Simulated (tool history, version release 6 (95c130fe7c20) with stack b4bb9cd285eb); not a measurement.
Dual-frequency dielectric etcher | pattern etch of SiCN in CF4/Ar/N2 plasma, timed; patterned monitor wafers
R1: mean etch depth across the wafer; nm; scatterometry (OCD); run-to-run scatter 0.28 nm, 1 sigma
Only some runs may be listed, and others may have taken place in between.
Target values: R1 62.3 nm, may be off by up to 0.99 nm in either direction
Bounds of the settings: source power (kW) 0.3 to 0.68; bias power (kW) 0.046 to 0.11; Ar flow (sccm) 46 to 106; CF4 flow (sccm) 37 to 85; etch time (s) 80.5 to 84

{"run": 1, "day": 0.0, "source power (kW)": 0.49, "bias power (kW)": 0.078, "Ar flow (sccm)": 76, "CF4 flow (sccm)": 61, "etch time (s)": 80.5, "R1": 88.729}
{"run": 2, "day": 0.154, "source power (kW)": 0.49, "bias power (kW)": 0.078, "Ar flow (sccm)": 76, "CF4 flow (sccm)": 68, "etch time (s)": 80.5, "R1": 89.94}
{"run": 3, "day": 0.462, "source power (kW)": 0.45, "bias power (kW)": 0.076, "Ar flow (sccm)": 76, "CF4 flow (sccm)": 68, "etch time (s)": 80.5, "R1": 81.451}
{"run": 4, "day": 0.558, "source power (kW)": 0.45, "bias power (kW)": 0.084, "Ar flow (sccm)": 76, "CF4 flow (sccm)": 68, "etch time (s)": 80.5, "R1": 84.431}
{"run": 5, "day": 0.638, "source power (kW)": 0.42, "bias power (kW)": 0.084, "Ar flow (sccm)": 76, "CF4 flow (sccm)": 68, "etch time (s)": 80.5, "R1": 78.916}
{"run": 6, "day": 0.925, "source power (kW)": 0.39, "bias power (kW)": 0.084, "Ar flow (sccm)": 76, "CF4 flow (sccm)": 68, "etch time (s)": 80.5, "R1": 72.792}
{"run": 7, "day": 1.279, "source power (kW)": 0.37, "bias power (kW)": 0.084, "Ar flow (sccm)": 76, "CF4 flow (sccm)": 68, "etch time (s)": 80.5, "R1": 68.234}
{"run": 8, "day": 1.3, "source power (kW)": 0.36, "bias power (kW)": 0.084, "Ar flow (sccm)": 76, "CF4 flow (sccm)": 68, "etch time (s)": 80.5, "R1": 66.34}
{"run": 9, "day": 1.388, "source power (kW)": 0.35, "bias power (kW)": 0.084, "Ar flow (sccm)": 76, "CF4 flow (sccm)": 68, "etch time (s)": 80.5, "R1": 64.754}

Next run, 5 choices. One meets every target within its allowed miss, the rest don't. Which?
{"run": "A", "day": 1.475, "source power (kW)": 0.35, "bias power (kW)": 0.087, "Ar flow (sccm)": 76, "CF4 flow (sccm)": 70, "etch time (s)": 84, "R1": "?"}
{"run": "B", "day": 1.475, "source power (kW)": 0.35, "bias power (kW)": 0.09, "Ar flow (sccm)": 73, "CF4 flow (sccm)": 81, "etch time (s)": 80.5, "R1": "?"}
{"run": "C", "day": 1.475, "source power (kW)": 0.37, "bias power (kW)": 0.076, "Ar flow (sccm)": 75, "CF4 flow (sccm)": 75, "etch time (s)": 82, "R1": "?"}
{"run": "D", "day": 1.475, "source power (kW)": 0.32, "bias power (kW)": 0.09, "Ar flow (sccm)": 67, "CF4 flow (sccm)": 63, "etch time (s)": 82.5, "R1": "?"}
{"run": "E", "day": 1.475, "source power (kW)": 0.34, "bias power (kW)": 0.081, "Ar flow (sccm)": 63, "CF4 flow (sccm)": 66, "etch time (s)": 84, "R1": "?"}

move=A R1=68.826
move=B R1=68.013
move=C R1=69.01
move=D R1=62.747
move=E R1=66.96
A: further off than the last run
B: further off than the last run
C: further off than the last run
D: all results land within tolerance of their targets
E: further off than the last run
D meets every target.
